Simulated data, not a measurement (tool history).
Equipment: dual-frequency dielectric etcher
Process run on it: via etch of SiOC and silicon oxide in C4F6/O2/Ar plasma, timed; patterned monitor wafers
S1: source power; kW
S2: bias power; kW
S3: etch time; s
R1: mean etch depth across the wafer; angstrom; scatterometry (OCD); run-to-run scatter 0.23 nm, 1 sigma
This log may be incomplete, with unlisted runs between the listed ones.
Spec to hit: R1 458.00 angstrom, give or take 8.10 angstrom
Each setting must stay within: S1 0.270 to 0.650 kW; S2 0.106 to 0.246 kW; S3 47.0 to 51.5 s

run  hour     S1     S2    S3      R1
  1   0.0  0.460  0.176  51.5  617.12
  2   8.7  0.440  0.167  51.0  593.95
  3   9.3  0.440  0.194  51.0  623.96
  4  13.5  0.420  0.183  50.5  591.45
  5  19.0  0.420  0.183  47.0  546.79
  6  26.6  0.420  0.183  51.5  597.18
  7  35.7  0.400  0.177  51.5  576.61
  8  39.2  0.380  0.172  51.5  560.04
  9  40.4  0.370  0.166  51.5  542.86

5 next moves are on the table. One of them brings every result within its allowed miss. Which?
  A  41.6  0.320  0.141  49.5   ?
  B  41.6  0.280  0.173  47.5   ?
  C  41.6  0.290  0.164  47.5   ?
  D  41.6  0.330  0.143  47.0   ?
  E  41.6  0.320  0.139  48.5   ?

move      R1
   A  456.16
   B  437.16
   C  437.39
   D  442.78
   E  444.66
A: all results in spec
B: carries the result that was furthest off beyond its target, to the other side
C: carries the result that was furthest off beyond its target, to the other side
D: carries the result that was furthest off beyond its target, to the other side
E: carries the result that was furthest off beyond its target, to the other side
Go with A: it meets all targets.
